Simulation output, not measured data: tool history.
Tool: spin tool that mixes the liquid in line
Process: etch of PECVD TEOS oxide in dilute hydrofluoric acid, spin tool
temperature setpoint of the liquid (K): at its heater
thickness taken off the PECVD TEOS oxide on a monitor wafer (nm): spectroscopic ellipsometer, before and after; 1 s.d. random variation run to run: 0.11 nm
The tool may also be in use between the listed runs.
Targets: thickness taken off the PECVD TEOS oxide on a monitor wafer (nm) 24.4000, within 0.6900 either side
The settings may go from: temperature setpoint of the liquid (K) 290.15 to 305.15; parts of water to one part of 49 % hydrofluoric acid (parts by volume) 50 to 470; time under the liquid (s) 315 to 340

run,day,temperature setpoint of the liquid (K),parts of water to one part of 49 % hydrofluoric acid (parts by volume),time under the liquid (s),thickness taken off the PECVD TEOS oxide on a monitor wafer (nm)
1,0.000,297.15,260,315,10.2230
2,0.067,299.15,260,315,10.9420
3,0.238,297.15,260,315,10.2360
4,0.367,297.15,325,315,7.6553
5,0.733,297.15,415,315,5.5217
6,1.021,298.15,380,315,6.4264
7,1.304,298.65,350,315,7.3708
8,1.588,302.65,245,315,13.3440
9,1.792,302.65,230,315,14.3850
10,1.846,302.65,220,315,15.3320
11,2.029,303.15,210,315,16.3910
12,2.204,303.15,200,315,17.4620
13,2.267,303.15,195,315,18.1030
14,2.346,303.15,190,315,18.6220
15,2.417,305.15,140,315,28.9620
16,2.629,304.65,140,315,28.7150

Consider the 5 candidate settings below. Which is the only one whose results all fall within their allowed miss of target?
A,2.842,303.15,145,330,?
B,2.842,304.65,160,315,?
C,2.842,305.15,140,340,?
D,2.842,305.15,120,315,?
E,2.842,305.15,120,340,?

move,thickness taken off the PECVD TEOS oxide on a monitor wafer (nm)
A,27.2850
B,24.4070
C,31.4900
D,35.0110
E,37.7900
A: moves toward the targets from the last run without getting all of them in spec
B: every result within its allowed miss
C: its largest miss is bigger than the last run's
D: its largest miss is bigger than the last run's
E: its largest miss is bigger than the last run's
B meets every target.

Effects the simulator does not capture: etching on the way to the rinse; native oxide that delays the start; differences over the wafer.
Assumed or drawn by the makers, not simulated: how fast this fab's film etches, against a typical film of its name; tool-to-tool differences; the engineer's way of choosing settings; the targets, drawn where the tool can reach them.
